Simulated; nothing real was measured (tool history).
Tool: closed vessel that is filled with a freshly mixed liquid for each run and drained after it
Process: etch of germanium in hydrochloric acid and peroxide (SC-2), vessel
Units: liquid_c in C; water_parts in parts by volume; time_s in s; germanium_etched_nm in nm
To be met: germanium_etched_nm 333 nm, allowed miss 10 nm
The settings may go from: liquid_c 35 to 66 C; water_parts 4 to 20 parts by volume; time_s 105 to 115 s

run  hour  liquid_c  water_parts  time_s  germanium_etched_nm
  1     0        50           11     105               273.63
  2   7.3        50           15     105               256.92
  3   9.9        51           15     105                274.6
  4  11.3        51           15     115               294.94
  5    20      51.5           15     115               301.61
  6  25.1      51.5           19     115               290.82
  7  26.7        52           19     115                290.7
  8  29.2      52.5           19     115               298.12

Which of these 4 next moves meets every target?
  A  31.7        57         17.5     105                    ?
  B  31.7      57.5           20     105                    ?
  C  31.7        56           19     115                    ?
  D  31.7        57           16     115                    ?

move  germanium_etched_nm
   A               312.87
   B               308.87
   C               327.49
   D               348.35
A: nearer than the last run, and not there yet
B: nearer than the last run, and not there yet
C: meets every target
D: takes the result that was furthest off past its target
Answer: C
